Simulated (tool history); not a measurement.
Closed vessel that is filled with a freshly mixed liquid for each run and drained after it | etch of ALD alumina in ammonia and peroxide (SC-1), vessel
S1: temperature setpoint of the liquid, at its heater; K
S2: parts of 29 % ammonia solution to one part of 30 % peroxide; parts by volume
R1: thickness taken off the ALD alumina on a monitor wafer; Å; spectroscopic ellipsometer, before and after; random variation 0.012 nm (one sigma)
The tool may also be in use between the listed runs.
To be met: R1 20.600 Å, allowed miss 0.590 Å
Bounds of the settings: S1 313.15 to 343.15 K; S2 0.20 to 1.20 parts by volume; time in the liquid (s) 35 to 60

{"run": 1, "hour": 0.0, "S1": 329.15, "S2": 0.75, "time in the liquid (s)": 60, "R1": 30.36}
{"run": 2, "hour": 7.8, "S1": 328.15, "S2": 0.75, "time in the liquid (s)": 60, "R1": 28.435}
{"run": 3, "hour": 11.7, "S1": 323.65, "S2": 0.75, "time in the liquid (s)": 60, "R1": 22.33}
{"run": 4, "hour": 14.1, "S1": 323.65, "S2": 0.75, "time in the liquid (s)": 60, "R1": 22.434}
{"run": 5, "hour": 23.0, "S1": 319.65, "S2": 0.75, "time in the liquid (s)": 60, "R1": 17.904}
{"run": 6, "hour": 31.1, "S1": 313.65, "S2": 0.75, "time in the liquid (s)": 60, "R1": 12.645}
{"run": 7, "hour": 37.1, "S1": 315.15, "S2": 0.75, "time in the liquid (s)": 60, "R1": 13.937}
{"run": 8, "hour": 45.8, "S1": 316.15, "S2": 0.75, "time in the liquid (s)": 60, "R1": 14.759}

Which of these 5 next moves meets every target?
{"run": "A", "hour": 54.5, "S1": 321.15, "S2": 0.7, "time in the liquid (s)": 60, "R1": "?"}
{"run": "B", "hour": 54.5, "S1": 322.65, "S2": 0.5, "time in the liquid (s)": 60, "R1": "?"}
{"run": "C", "hour": 54.5, "S1": 323.15, "S2": 0.95, "time in the liquid (s)": 60, "R1": "?"}
{"run": "D", "hour": 54.5, "S1": 323.15, "S2": 0.65, "time in the liquid (s)": 60, "R1": "?"}
{"run": "E", "hour": 54.5, "S1": 321.15, "S2": 0.75, "time in the liquid (s)": 60, "R1": "?"}

move=A R1=19.340
move=B R1=20.357
move=C R1=22.239
move=D R1=21.452
move=E R1=19.467
A: nearer than the last run, and not there yet
B: meets every target
C: takes the result that was furthest off past its target
D: takes the result that was furthest off past its target
E: nearer than the last run, and not there yet
The right move is B.
